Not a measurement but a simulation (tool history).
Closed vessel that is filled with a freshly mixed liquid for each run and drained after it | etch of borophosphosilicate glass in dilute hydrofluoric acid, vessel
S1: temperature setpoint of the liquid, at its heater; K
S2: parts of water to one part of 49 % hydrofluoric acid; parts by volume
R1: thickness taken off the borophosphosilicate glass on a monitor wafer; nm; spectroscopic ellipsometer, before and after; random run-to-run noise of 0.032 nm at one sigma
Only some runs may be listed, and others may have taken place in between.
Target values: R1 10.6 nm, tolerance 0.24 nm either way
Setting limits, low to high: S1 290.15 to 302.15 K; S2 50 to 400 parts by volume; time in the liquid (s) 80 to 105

{"run": 1, "day": 0.0, "S1": 294.15, "S2": 225, "time in the liquid (s)": 105, "R1": 22.86}
{"run": 2, "day": 0.346, "S1": 293.15, "S2": 250, "time in the liquid (s)": 105, "R1": 19.397}
{"run": 3, "day": 0.546, "S1": 293.15, "S2": 320, "time in the liquid (s)": 105, "R1": 14.211}
{"run": 4, "day": 0.879, "S1": 290.15, "S2": 320, "time in the liquid (s)": 105, "R1": 12.762}
{"run": 5, "day": 1.083, "S1": 290.15, "S2": 330, "time in the liquid (s)": 105, "R1": 12.21}
{"run": 6, "day": 1.392, "S1": 290.15, "S2": 335, "time in the liquid (s)": 105, "R1": 12.018}
{"run": 7, "day": 1.504, "S1": 290.15, "S2": 340, "time in the liquid (s)": 105, "R1": 11.747}
{"run": 8, "day": 1.838, "S1": 290.15, "S2": 345, "time in the liquid (s)": 105, "R1": 11.57}

Exercise: of the 4 proposed moves below, exactly one satisfies all targets within the stated allowed misses. Which move is it?
{"run": "A", "day": 2.171, "S1": 291.15, "S2": 335, "time in the liquid (s)": 85, "R1": "?"}
{"run": "B", "day": 2.171, "S1": 290.15, "S2": 370, "time in the liquid (s)": 105, "R1": "?"}
{"run": "C", "day": 2.171, "S1": 291.15, "S2": 350, "time in the liquid (s)": 100, "R1": "?"}
{"run": "D", "day": 2.171, "S1": 295.15, "S2": 355, "time in the liquid (s)": 80, "R1": "?"}

move=A R1=10.105
move=B R1=10.589
move=C R1=11.238
move=D R1=10.174
A: pushes the last run's worst result past its target
B: each result inside its tolerance
C: an improvement on the last run, though not all results are within tolerance
D: pushes the last run's worst result past its target
The right move is B.
